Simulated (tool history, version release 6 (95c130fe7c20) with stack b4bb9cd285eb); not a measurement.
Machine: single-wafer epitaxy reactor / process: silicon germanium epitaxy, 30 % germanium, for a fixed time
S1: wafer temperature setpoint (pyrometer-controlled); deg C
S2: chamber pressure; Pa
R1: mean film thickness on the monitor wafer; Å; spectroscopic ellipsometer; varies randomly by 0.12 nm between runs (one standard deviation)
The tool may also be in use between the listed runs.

run 1 day=0 | S1=590 S2=3426 | R1=546.03
run 2 day=0.033 | S1=590 S2=3893 | R1=579.53
run 3 day=0.154 | S1=590 S2=3613 | R1=559.2
run 4 day=0.346 | S1=586 S2=3613 | R1=514.85
run 5 day=0.371 | S1=583 S2=3613 | R1=479.46
run 6 day=0.512 | S1=581 S2=3613 | R1=460.76

The next listed run, before its measurement:
run 7 day=0.783 | S1=580 S2=3613 | R1=?

Run 7 produced R1 453.78 Å.
